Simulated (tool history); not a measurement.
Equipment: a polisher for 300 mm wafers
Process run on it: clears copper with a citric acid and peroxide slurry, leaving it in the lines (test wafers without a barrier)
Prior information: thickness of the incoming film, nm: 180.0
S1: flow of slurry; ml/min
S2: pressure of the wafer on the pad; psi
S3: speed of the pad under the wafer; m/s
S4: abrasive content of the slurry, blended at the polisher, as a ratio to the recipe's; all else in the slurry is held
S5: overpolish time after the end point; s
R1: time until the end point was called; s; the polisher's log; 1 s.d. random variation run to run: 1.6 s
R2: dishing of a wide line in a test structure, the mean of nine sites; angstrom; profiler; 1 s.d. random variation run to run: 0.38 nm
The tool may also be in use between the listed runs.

{"run": 1, "hour": 0.0, "S1": 135, "S2": 2.8, "S3": 1.2, "S4": 1.0, "S5": 24, "R1": 75.015, "R2": 362.92}
{"run": 2, "hour": 4.2, "S1": 135, "S2": 2.8, "S3": 1.48, "S4": 1.0, "S5": 24, "R1": 66.777, "R2": 425.52}
{"run": 3, "hour": 5.1, "S1": 135, "S2": 2.5, "S3": 1.42, "S4": 1.0, "S5": 23, "R1": 72.815, "R2": 368.19}
{"run": 4, "hour": 10.3, "S1": 135, "S2": 2.5, "S3": 1.18, "S4": 1.0, "S5": 23, "R1": 82.589, "R2": 335.89}
{"run": 5, "hour": 12.1, "S1": 135, "S2": 2.5, "S3": 1.18, "S4": 1.0, "S5": 28, "R1": 82.683, "R2": 396.58}
{"run": 6, "hour": 19.3, "S1": 135, "S2": 2.5, "S3": 1.0, "S4": 1.0, "S5": 28, "R1": 92.165, "R2": 340.79}
{"run": 7, "hour": 28.3, "S1": 135, "S2": 2.5, "S3": 1.0, "S4": 1.0, "S5": 28, "R1": 91.11, "R2": 370.81}

Expected results for the next run?
{"run": 8, "hour": 32.4, "S1": 135, "S2": 2.3, "S3": 0.98, "S4": 1.0, "S5": 26, "R1": "?", "R2": "?"}

R1: 98.086 s
R2: 323.57 angstrom

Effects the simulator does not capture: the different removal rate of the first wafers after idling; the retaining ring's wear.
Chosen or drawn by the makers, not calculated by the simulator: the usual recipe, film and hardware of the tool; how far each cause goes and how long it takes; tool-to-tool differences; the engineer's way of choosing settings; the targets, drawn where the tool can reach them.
